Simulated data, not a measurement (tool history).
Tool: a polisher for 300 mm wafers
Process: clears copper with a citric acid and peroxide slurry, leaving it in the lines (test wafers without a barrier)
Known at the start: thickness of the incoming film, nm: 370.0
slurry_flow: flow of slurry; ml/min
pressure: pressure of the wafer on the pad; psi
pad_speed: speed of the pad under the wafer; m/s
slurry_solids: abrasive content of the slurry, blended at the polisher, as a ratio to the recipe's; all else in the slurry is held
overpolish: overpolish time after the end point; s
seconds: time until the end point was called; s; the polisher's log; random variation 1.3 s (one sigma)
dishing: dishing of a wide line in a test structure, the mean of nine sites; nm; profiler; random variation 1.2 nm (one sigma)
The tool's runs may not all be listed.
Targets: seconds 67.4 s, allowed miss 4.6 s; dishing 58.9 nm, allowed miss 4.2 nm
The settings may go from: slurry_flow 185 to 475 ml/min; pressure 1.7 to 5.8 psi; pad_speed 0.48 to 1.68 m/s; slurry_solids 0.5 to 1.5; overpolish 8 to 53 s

run 1 hour=0 | slurry_flow=305 pressure=3.7 pad_speed=1.08 slurry_solids=1 overpolish=27 | seconds=118.12 dishing=50.81
run 2 hour=8.8 | slurry_flow=305 pressure=3.7 pad_speed=0.9 slurry_solids=1 overpolish=27 | seconds=145.03 dishing=44.531
run 3 hour=11.2 | slurry_flow=305 pressure=4.1 pad_speed=0.96 slurry_solids=1 overpolish=25 | seconds=122.01 dishing=45.768
run 4 hour=16.3 | slurry_flow=305 pressure=4.1 pad_speed=0.96 slurry_solids=1 overpolish=30 | seconds=123.79 dishing=54.77
run 5 hour=25.1 | slurry_flow=305 pressure=4.5 pad_speed=1 slurry_solids=1 overpolish=28 | seconds=107.54 dishing=57.903
run 6 hour=30.6 | slurry_flow=305 pressure=3.9 pad_speed=1 slurry_solids=1 overpolish=28 | seconds=121.1 dishing=49.561
run 7 hour=39.3 | slurry_flow=305 pressure=4.3 pad_speed=1.04 slurry_solids=1 overpolish=25 | seconds=108.13 dishing=52.313
run 8 hour=46.1 | slurry_flow=310 pressure=5.3 pad_speed=1.26 slurry_solids=1.05 overpolish=12 | seconds=69.945 dishing=40.851
run 9 hour=47.5 | slurry_flow=310 pressure=5.4 pad_speed=1.28 slurry_solids=1.05 overpolish=24 | seconds=71.654 dishing=70.85
-- hour=54.1 worn pad replaced by a new one
run 10 hour=54.1 | slurry_flow=310 pressure=5.5 pad_speed=1.3 slurry_solids=1.05 overpolish=18 | seconds=63.672 dishing=61.638
run 11 hour=60.7 | slurry_flow=310 pressure=5.5 pad_speed=1.3 slurry_solids=1.05 overpolish=18 | seconds=62.235 dishing=65.67

Which of these 4 next moves meets every target?
run A hour=67.3 | slurry_flow=305 pressure=5.6 pad_speed=1.46 slurry_solids=1 overpolish=22 | seconds=? dishing=?
run B hour=67.3 | slurry_flow=315 pressure=5.7 pad_speed=1.2 slurry_solids=1.05 overpolish=21 | seconds=? dishing=?
run C hour=67.3 | slurry_flow=310 pressure=5.8 pad_speed=1.22 slurry_solids=1.3 overpolish=22 | seconds=? dishing=?
run D hour=67.3 | slurry_flow=185 pressure=5.6 pad_speed=1.24 slurry_solids=1.15 overpolish=18 | seconds=? dishing=?

move=A seconds=56.277 dishing=79.465
move=B seconds=65.805 dishing=69.149
move=C seconds=59.685 dishing=76.576
move=D seconds=67.132 dishing=60.733
A: further off than the last run
B: further off than the last run
C: further off than the last run
D: meets every target
Move D is the one to make.
